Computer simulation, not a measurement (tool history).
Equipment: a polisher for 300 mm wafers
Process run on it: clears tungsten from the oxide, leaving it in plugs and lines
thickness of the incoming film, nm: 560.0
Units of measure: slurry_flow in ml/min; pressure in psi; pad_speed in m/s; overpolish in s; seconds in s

run	day	slurry_flow	pressure	pad_speed	slurry_solids	overpolish	seconds
1	0.000	160	3.5	1.42	1.00	4	98.539
2	0.200	160	3.5	1.42	1.10	4	96.041
3	0.442	160	3.5	1.42	1.25	4	95.371
4	0.704	155	3.4	1.42	1.25	4	97.198
5	0.892	155	3.4	1.06	1.25	4	129.190
6	1.154	155	2.9	1.06	1.25	4	145.400

The next listed run, before its measurement:
7	1.525	165	3.3	1.06	1.25	4	?

{"run 7": {"seconds": 130.05}}

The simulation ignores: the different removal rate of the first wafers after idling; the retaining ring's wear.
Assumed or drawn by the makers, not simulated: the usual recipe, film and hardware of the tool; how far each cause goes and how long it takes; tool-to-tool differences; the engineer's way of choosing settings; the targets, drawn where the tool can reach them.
